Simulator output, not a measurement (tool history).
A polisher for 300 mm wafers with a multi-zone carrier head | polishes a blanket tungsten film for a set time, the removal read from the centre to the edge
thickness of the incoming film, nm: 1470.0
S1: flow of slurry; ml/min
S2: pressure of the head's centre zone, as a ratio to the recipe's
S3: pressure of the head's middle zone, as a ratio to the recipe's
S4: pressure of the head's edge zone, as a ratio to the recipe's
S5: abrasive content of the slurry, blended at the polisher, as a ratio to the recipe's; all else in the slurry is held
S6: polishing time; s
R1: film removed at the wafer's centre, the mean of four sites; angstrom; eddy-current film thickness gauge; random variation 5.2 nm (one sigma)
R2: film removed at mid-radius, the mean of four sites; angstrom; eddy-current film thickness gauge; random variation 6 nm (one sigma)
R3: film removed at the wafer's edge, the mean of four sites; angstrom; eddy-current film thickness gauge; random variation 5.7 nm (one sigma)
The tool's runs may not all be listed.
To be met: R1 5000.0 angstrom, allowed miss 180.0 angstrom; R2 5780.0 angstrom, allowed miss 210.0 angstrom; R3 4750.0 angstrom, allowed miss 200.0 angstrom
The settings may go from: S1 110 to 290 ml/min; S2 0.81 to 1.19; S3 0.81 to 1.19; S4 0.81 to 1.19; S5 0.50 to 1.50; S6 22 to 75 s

run 1 day=0.000 | S1=185 S2=1.00 S3=1.00 S4=1.00 S5=1.00 S6=48 | R1=3492.0 R2=3537.5 R3=3491.2
run 2 day=0.138 | S1=190 S2=1.00 S3=1.02 S4=1.00 S5=1.05 S6=49 | R1=3612.4 R2=3621.9 R3=3703.2
run 3 day=0.271 | S1=185 S2=1.00 S3=1.04 S4=0.98 S5=1.00 S6=52 | R1=3843.5 R2=3909.0 R3=3797.8
run 4 day=0.350 | S1=185 S2=1.00 S3=0.96 S4=0.98 S5=1.00 S6=52 | R1=3757.9 R2=3634.1 R3=3803.7
run 5 day=0.638 | S1=185 S2=0.99 S3=0.99 S4=0.96 S5=1.00 S6=53 | R1=3842.7 R2=3788.9 R3=3830.9
run 6 day=0.925 | S1=185 S2=0.99 S3=0.99 S4=0.93 S5=1.00 S6=53 | R1=3779.4 R2=3857.9 R3=3772.6
run 7 day=0.954 | S1=190 S2=0.99 S3=1.01 S4=0.92 S5=1.05 S6=54 | R1=3964.8 R2=4030.3 R3=3853.5
run 8 day=1.088 | S1=195 S2=0.99 S3=1.03 S4=0.92 S5=1.10 S6=55 | R1=4047.3 R2=4179.4 R3=3978.1
run 9 day=1.429 | S1=200 S2=0.99 S3=1.05 S4=0.91 S5=1.10 S6=56 | R1=4261.1 R2=4423.6 R3=4040.3
run 10 day=1.796 | S1=205 S2=0.99 S3=1.07 S4=0.91 S5=1.15 S6=56 | R1=4141.9 R2=4483.9 R3=4090.9
run 11 day=1.917 | S1=210 S2=1.00 S3=1.08 S4=0.91 S5=1.15 S6=57 | R1=4384.1 R2=4692.2 R3=4148.3
run 12 day=2.079 | S1=215 S2=1.00 S3=1.09 S4=0.92 S5=1.20 S6=57 | R1=4381.3 R2=4737.8 R3=4297.5
run 13 day=2.246 | S1=245 S2=1.03 S3=1.19 S4=0.82 S5=1.45 S6=61 | R1=5163.1 R2=5852.1 R3=4545.1
run 14 day=2.538 | S1=245 S2=1.03 S3=1.19 S4=0.82 S5=1.45 S6=61 | R1=5128.0 R2=5743.3 R3=4458.0
run 15 day=2.617 | S1=245 S2=1.03 S3=1.19 S4=0.83 S5=1.45 S6=61 | R1=5179.0 R2=5766.8 R3=4535.2

Which of these 4 next moves meets every target?
run A day=2.696 | S1=250 S2=1.08 S3=1.19 S4=0.81 S5=1.50 S6=58 | R1=? R2=? R3=?
run B day=2.696 | S1=250 S2=0.98 S3=1.17 S4=0.88 S5=1.40 S6=62 | R1=? R2=? R3=?
run C day=2.696 | S1=225 S2=1.05 S3=1.13 S4=0.86 S5=1.40 S6=63 | R1=? R2=? R3=?
run D day=2.696 | S1=245 S2=1.11 S3=1.19 S4=0.86 S5=1.50 S6=59 | R1=? R2=? R3=?

move=A R1=5281.8 R2=5449.8 R3=4240.3
move=B R1=5052.6 R2=5669.0 R3=4643.5
move=C R1=5419.8 R2=5512.9 R3=4624.5
move=D R1=5508.0 R2=5528.7 R3=4420.9
A: further off than the last run
B: meets every target
C: brings the result that was furthest off to its target, and leaves another outside
D: further off than the last run
Move B is the one to make.
